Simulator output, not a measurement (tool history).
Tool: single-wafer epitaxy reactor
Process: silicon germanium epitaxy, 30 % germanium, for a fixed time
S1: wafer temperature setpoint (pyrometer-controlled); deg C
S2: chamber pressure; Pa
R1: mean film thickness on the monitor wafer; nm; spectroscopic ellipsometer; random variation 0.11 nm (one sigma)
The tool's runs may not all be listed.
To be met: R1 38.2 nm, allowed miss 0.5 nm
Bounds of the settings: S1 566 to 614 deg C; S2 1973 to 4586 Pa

run,hour,S1,S2,R1
1,0,590,3280,58.543
2,4.9,601,3280,72.728
3,10.1,601,3560,75.059
4,16.2,595,3546,66.714
5,19,590,3533,61.083
6,25.1,590,3280,58.28
7,27.3,586,3280,54.271
8,36,583,3280,51.14

Which of these 5 next moves meets every target?
A,44.7,567,3253,?
B,44.7,571,2973,?
C,44.7,570,2880,?
D,44.7,568,3093,?
E,44.7,588,3466,?

move,R1
A,37.071
B,38.477
C,37.117
D,36.918
E,58.005
A: takes the result that was furthest off past its target
B: meets every target
C: takes the result that was furthest off past its target
D: takes the result that was furthest off past its target
E: further off than the last run
Move B is the one to make.
